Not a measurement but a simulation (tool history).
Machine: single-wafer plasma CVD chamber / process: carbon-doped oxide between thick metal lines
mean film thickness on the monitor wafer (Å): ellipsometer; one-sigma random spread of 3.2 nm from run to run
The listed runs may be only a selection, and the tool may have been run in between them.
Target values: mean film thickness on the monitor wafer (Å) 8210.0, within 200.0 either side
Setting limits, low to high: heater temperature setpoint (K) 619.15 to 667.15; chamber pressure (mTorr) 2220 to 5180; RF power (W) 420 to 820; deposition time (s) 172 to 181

run,hour,heater temperature setpoint (K),chamber pressure (mTorr),RF power (W),deposition time (s),mean film thickness on the monitor wafer (Å)
1,0.0,643.15,3700,620,181,10184.0
2,8.7,652.15,3700,620,181,9987.7
3,16.9,652.15,3590,565,179,9285.9
4,22.7,652.15,3220,565,179,9199.0
5,26.6,652.15,3220,565,181,9257.7
6,31.8,652.15,3850,565,181,9418.9
7,37.6,653.15,3800,530,180,8942.0
8,42.3,653.15,3800,530,180,8913.6
9,43.6,653.15,3780,510,179,8624.6
10,44.2,653.15,3770,500,179,8551.6

Exercise: of the 4 proposed moves below, exactly one satisfies all targets within the stated allowed misses. Which move is it?
A,44.8,665.15,3350,525,181,?
B,44.8,662.15,3780,520,181,?
C,44.8,652.15,4140,555,181,?
D,44.8,656.15,3600,485,178,?

move,mean film thickness on the monitor wafer (Å)
A,8596.8
B,8679.5
C,9341.7
D,8173.7
A: further off than the last run
B: further off than the last run
C: further off than the last run
D: each result inside its tolerance
The move that meets every target is D.
